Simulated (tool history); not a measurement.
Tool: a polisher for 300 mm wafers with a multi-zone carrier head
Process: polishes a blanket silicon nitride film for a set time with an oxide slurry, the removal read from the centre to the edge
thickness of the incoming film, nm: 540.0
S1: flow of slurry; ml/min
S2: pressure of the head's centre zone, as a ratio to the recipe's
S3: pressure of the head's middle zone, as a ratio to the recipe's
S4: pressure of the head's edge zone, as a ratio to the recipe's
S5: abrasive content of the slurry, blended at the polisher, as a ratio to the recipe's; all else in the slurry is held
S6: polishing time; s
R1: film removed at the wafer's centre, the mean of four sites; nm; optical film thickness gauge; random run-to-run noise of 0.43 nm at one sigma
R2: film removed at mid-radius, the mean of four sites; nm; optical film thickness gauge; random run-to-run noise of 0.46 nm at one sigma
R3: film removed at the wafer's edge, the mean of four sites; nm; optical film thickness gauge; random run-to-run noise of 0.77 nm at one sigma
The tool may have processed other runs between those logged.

run  hour   S1    S2    S3    S4   S5  S6      R1      R2      R3
  1     0  245     1     1     1    1  72  51.598  50.587  51.677
  2   6.4  245     1     1     1  0.9  72  49.916  48.386  50.062
  3  10.2  245     1     1     1  0.9  83  56.363  55.658  57.967
  4  10.9  250     1  1.01  0.99  0.9  83  56.797  55.877  56.786
  5  13.4  210     1  1.01  0.99  0.9  83  55.705  54.632  56.063
  6  16.5  210  1.07  1.01  0.99  0.9  83  59.653  54.602  54.516

Estimate the outcome of run 7 from the log above:
  7    25  215  1.06  1.02  0.99  0.9  83   ?   ?   ?

{"run 7": {"R1": 59.426, "R2": 55.413, "R3": 56.252}}
